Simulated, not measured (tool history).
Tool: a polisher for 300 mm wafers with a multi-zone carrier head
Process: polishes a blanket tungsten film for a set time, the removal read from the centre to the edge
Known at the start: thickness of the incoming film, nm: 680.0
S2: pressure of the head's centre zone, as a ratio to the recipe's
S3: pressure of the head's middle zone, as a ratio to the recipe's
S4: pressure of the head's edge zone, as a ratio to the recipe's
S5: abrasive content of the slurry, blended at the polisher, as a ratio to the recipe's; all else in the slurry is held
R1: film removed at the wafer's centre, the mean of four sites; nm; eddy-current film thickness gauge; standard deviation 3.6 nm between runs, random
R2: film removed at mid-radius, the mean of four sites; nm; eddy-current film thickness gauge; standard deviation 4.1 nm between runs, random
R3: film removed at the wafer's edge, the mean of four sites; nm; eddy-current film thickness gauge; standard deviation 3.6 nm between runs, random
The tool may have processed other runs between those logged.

{"run": 1, "hour": 0.0, "flow of slurry (ml/min)": 140, "S2": 1.0, "S3": 1.0, "S4": 1.0, "S5": 1.0, "polishing time (s)": 36, "R1": 203.72, "R2": 218.37, "R3": 224.09}
{"run": 2, "hour": 4.3, "flow of slurry (ml/min)": 150, "S2": 1.03, "S3": 1.02, "S4": 1.02, "S5": 1.1, "polishing time (s)": 36, "R1": 219.93, "R2": 218.81, "R3": 233.44}
{"run": 3, "hour": 9.3, "flow of slurry (ml/min)": 150, "S2": 1.03, "S3": 1.02, "S4": 1.02, "S5": 1.1, "polishing time (s)": 42, "R1": 251.45, "R2": 260.31, "R3": 277.74}
{"run": 4, "hour": 10.5, "flow of slurry (ml/min)": 150, "S2": 0.95, "S3": 1.02, "S4": 1.02, "S5": 1.1, "polishing time (s)": 42, "R1": 230.89, "R2": 260.19, "R3": 270.01}
{"run": 5, "hour": 12.4, "flow of slurry (ml/min)": 150, "S2": 0.95, "S3": 1.1, "S4": 1.02, "S5": 1.1, "polishing time (s)": 42, "R1": 234.95, "R2": 283.13, "R3": 275.17}
{"run": 6, "hour": 17.1, "flow of slurry (ml/min)": 150, "S2": 0.95, "S3": 1.1, "S4": 0.95, "S5": 1.1, "polishing time (s)": 42, "R1": 234.94, "R2": 277.72, "R3": 271.82}
{"run": 7, "hour": 18.9, "flow of slurry (ml/min)": 160, "S2": 0.98, "S3": 1.11, "S4": 0.94, "S5": 1.05, "polishing time (s)": 42, "R1": 244.34, "R2": 283.95, "R3": 265.53}

What does the tool deliver on the next run?
{"run": 8, "hour": 20.2, "flow of slurry (ml/min)": 165, "S2": 1.0, "S3": 1.11, "S4": 0.94, "S5": 1.05, "polishing time (s)": 42, "R1": "?", "R2": "?", "R3": "?"}

R1: 247.65 nm
R2: 281.68 nm
R3: 258.99 nm
